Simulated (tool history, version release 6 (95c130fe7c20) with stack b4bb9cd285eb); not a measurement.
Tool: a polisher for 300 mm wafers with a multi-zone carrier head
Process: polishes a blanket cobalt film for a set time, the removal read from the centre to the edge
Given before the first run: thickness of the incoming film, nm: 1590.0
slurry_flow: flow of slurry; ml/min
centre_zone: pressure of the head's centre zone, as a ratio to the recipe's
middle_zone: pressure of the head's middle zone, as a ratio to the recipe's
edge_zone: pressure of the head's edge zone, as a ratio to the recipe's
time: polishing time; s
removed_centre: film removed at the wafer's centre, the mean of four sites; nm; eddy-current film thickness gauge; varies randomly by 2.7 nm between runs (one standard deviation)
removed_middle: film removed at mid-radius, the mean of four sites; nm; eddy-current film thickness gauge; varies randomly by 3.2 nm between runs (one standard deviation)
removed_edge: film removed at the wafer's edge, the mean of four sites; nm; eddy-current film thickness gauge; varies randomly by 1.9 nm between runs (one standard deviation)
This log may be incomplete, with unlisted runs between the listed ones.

run,hour,slurry_flow,centre_zone,middle_zone,edge_zone,time,removed_centre,removed_middle,removed_edge
1,0.0,225,1.00,1.00,1.00,62,241.48,246.66,227.25
2,7.1,225,0.95,1.00,1.00,62,225.25,246.74,226.37
3,12.3,225,0.95,0.94,1.00,62,229.63,231.43,228.57
4,15.6,225,1.03,0.94,1.00,62,247.31,226.08,225.37
5,21.1,225,1.03,0.89,1.00,62,242.47,223.56,230.69
6,22.2,220,1.03,0.92,0.96,61,239.68,222.61,219.32
7,30.0,215,1.03,0.94,0.93,60,234.54,220.16,209.46
8,37.4,210,1.03,0.95,0.91,60,234.97,221.78,207.96

What does the tool deliver on the next run?
9,41.8,205,1.03,0.96,0.89,60,?,?,?

Run 9 measured removed_centre 235.27 nm, removed_middle 228.97 nm, removed_edge 205.41 nm.

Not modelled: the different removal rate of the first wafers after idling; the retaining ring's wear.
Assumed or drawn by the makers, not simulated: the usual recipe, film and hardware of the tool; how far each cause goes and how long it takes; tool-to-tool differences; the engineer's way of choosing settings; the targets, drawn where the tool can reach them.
